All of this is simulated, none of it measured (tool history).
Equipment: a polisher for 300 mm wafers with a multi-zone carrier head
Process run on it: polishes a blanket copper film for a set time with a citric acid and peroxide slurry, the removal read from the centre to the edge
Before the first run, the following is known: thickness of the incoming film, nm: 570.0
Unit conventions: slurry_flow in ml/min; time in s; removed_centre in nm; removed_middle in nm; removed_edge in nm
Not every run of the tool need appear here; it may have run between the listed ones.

run  hour  slurry_flow  centre_zone  middle_zone  edge_zone  slurry_solids  time  removed_centre  removed_middle  removed_edge
  1   0.0          125         1.00         1.00       1.00           1.00    46          122.13          119.84        117.64
  2   2.9          115         0.98         1.01       1.00           1.00    46          117.77          116.18        117.05
  3   6.3          115         0.98         1.01       1.04           1.00    46          118.30          115.56        121.44
  4  13.2          115         0.98         1.01       1.04           1.00    57          143.36          144.48        146.09
  5  19.2          115         1.03         1.01       1.04           1.00    57          152.18          146.11        143.47
  6  22.5          115         1.03         1.05       1.04           1.00    57          152.85          147.65        148.00

Run 7 has not been measured yet. What should we expect?
  7  25.2          105         0.98         1.01       1.00           0.85    56               ?               ?             ?

{"run 7": {"removed_centre": 137.17, "removed_middle": 134.7, "removed_edge": 134.26}}

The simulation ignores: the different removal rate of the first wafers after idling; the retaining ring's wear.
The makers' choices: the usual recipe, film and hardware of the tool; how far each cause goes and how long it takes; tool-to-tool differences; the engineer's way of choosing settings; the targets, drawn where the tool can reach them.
